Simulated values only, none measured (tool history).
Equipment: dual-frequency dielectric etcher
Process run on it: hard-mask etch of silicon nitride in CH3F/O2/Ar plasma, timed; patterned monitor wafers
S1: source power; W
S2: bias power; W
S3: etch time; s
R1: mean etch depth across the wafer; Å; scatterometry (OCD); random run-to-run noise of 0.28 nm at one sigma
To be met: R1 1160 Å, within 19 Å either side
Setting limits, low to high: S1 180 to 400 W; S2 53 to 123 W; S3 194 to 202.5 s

run  hour   S1   S2   S3      R1
  1     0  290   88  194  1332.1
  2   2.4  270   87  194  1287.5
  3   9.4  250   86  194  1251.1
  4  11.4  250  102  194    1339
  5  13.4  250  109  194  1369.4
  6  22.3  230  104  194  1306.3
  7    31  180   88  194  1116.5
  8  35.3  210   89  194  1189.7

Next run, 5 choices. One meets every target within its allowed miss, the rest don't. Which?
  A  39.6  240   83  196.5   ?
  B  39.6  210   92  196.5   ?
  C  39.6  220   88  200.5   ?
  D  39.6  190  101  196.5   ?
  E  39.6  210   81  197.5   ?

move      R1
   A  1226.5
   B  1217.8
   C  1241.2
   D  1220.5
   E  1162.8
A: its largest miss is bigger than the last run's
B: its largest miss is bigger than the last run's
C: its largest miss is bigger than the last run's
D: its largest miss is bigger than the last run's
E: every result within its allowed miss
Go with E: it meets all targets.
